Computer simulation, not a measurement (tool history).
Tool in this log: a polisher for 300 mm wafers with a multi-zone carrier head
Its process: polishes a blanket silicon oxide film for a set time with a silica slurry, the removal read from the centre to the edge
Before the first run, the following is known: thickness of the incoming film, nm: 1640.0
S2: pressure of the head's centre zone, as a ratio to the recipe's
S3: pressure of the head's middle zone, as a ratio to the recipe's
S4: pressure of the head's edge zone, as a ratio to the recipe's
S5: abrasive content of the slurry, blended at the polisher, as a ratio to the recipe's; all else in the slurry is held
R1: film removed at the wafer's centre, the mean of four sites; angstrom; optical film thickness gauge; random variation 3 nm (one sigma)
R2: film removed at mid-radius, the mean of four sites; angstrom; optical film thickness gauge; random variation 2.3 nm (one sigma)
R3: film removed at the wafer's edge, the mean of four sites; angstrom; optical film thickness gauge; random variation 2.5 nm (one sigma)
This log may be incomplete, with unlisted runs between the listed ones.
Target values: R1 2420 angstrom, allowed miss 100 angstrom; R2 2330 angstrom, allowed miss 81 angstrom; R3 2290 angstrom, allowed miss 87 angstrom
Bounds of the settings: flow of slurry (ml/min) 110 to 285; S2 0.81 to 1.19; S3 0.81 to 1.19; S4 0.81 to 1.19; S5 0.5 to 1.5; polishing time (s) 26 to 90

{"run": 1, "hour": 0.0, "flow of slurry (ml/min)": 180, "S2": 1, "S3": 1, "S4": 1, "S5": 1, "polishing time (s)": 58, "R1": 1415.7, "R2": 1430.7, "R3": 1387.4}
{"run": 2, "hour": 8.9, "flow of slurry (ml/min)": 185, "S2": 1.01, "S3": 1.01, "S4": 1.02, "S5": 1.1, "polishing time (s)": 60, "R1": 1550.7, "R2": 1587.6, "R3": 1540.4}
{"run": 3, "hour": 12.6, "flow of slurry (ml/min)": 185, "S2": 1.01, "S3": 1.01, "S4": 1.02, "S5": 1.1, "polishing time (s)": 51, "R1": 1340.6, "R2": 1331.4, "R3": 1308}
{"run": 4, "hour": 17.6, "flow of slurry (ml/min)": 185, "S2": 1.01, "S3": 1.01, "S4": 0.97, "S5": 1.1, "polishing time (s)": 51, "R1": 1342.9, "R2": 1364.4, "R3": 1270.3}
{"run": 5, "hour": 19.8, "flow of slurry (ml/min)": 185, "S2": 1.01, "S3": 0.96, "S4": 0.97, "S5": 1.1, "polishing time (s)": 51, "R1": 1335.9, "R2": 1309, "R3": 1286.2}
{"run": 6, "hour": 25.9, "flow of slurry (ml/min)": 190, "S2": 1.02, "S3": 0.97, "S4": 0.99, "S5": 1.15, "polishing time (s)": 54, "R1": 1470.3, "R2": 1414, "R3": 1408.8}
{"run": 7, "hour": 33.5, "flow of slurry (ml/min)": 195, "S2": 1.03, "S3": 0.99, "S4": 1.01, "S5": 1.2, "polishing time (s)": 56, "R1": 1585.6, "R2": 1518, "R3": 1527.9}
{"run": 8, "hour": 34.3, "flow of slurry (ml/min)": 245, "S2": 1.12, "S3": 1.09, "S4": 1.11, "S5": 1.45, "polishing time (s)": 66, "R1": 2302.5, "R2": 2250.1, "R3": 2105.3}
{"run": 9, "hour": 42.9, "flow of slurry (ml/min)": 245, "S2": 1.12, "S3": 1.09, "S4": 1.12, "S5": 1.45, "polishing time (s)": 66, "R1": 2319.3, "R2": 2232.7, "R3": 2109.7}
{"run": 10, "hour": 44.6, "flow of slurry (ml/min)": 245, "S2": 1.12, "S3": 1.09, "S4": 1.13, "S5": 1.45, "polishing time (s)": 66, "R1": 2271.5, "R2": 2223.6, "R3": 2117.2}
{"run": 11, "hour": 50.6, "flow of slurry (ml/min)": 245, "S2": 1.12, "S3": 1.09, "S4": 1.14, "S5": 1.45, "polishing time (s)": 66, "R1": 2321.3, "R2": 2232.8, "R3": 2144.5}
{"run": 12, "hour": 52.4, "flow of slurry (ml/min)": 245, "S2": 1.12, "S3": 1.09, "S4": 1.15, "S5": 1.45, "polishing time (s)": 66, "R1": 2267.9, "R2": 2219.3, "R3": 2127.4}

4 next moves are on the table. One of them brings every result within its allowed miss. Which?
{"run": "A", "hour": 54.2, "flow of slurry (ml/min)": 260, "S2": 1.07, "S3": 0.86, "S4": 1.19, "S5": 1.45, "polishing time (s)": 76, "R1": "?", "R2": "?", "R3": "?"}
{"run": "B", "hour": 54.2, "flow of slurry (ml/min)": 255, "S2": 1.1, "S3": 1.07, "S4": 1.17, "S5": 1.35, "polishing time (s)": 73, "R1": "?", "R2": "?", "R3": "?"}
{"run": "C", "hour": 54.2, "flow of slurry (ml/min)": 115, "S2": 1, "S3": 1.12, "S4": 1.1, "S5": 1.5, "polishing time (s)": 78, "R1": "?", "R2": "?", "R3": "?"}
{"run": "D", "hour": 54.2, "flow of slurry (ml/min)": 245, "S2": 1.14, "S3": 1.1, "S4": 1.12, "S5": 1.45, "polishing time (s)": 64, "R1": "?", "R2": "?", "R3": "?"}

move=A R1=2527.5 R2=2131.7 R3=2527.6
move=B R1=2415.2 R2=2376 R3=2320
move=C R1=2138.7 R2=2447 R3=2298.5
move=D R1=2255.9 R2=2192.4 R3=2045.9
A: carries the result that was furthest off beyond its target, to the other side
B: each result inside its tolerance
C: puts the biggest miss on target and leaves a different result outside tolerance
D: misses by more than the last run did
So the answer is move B, the one that meets all the targets.
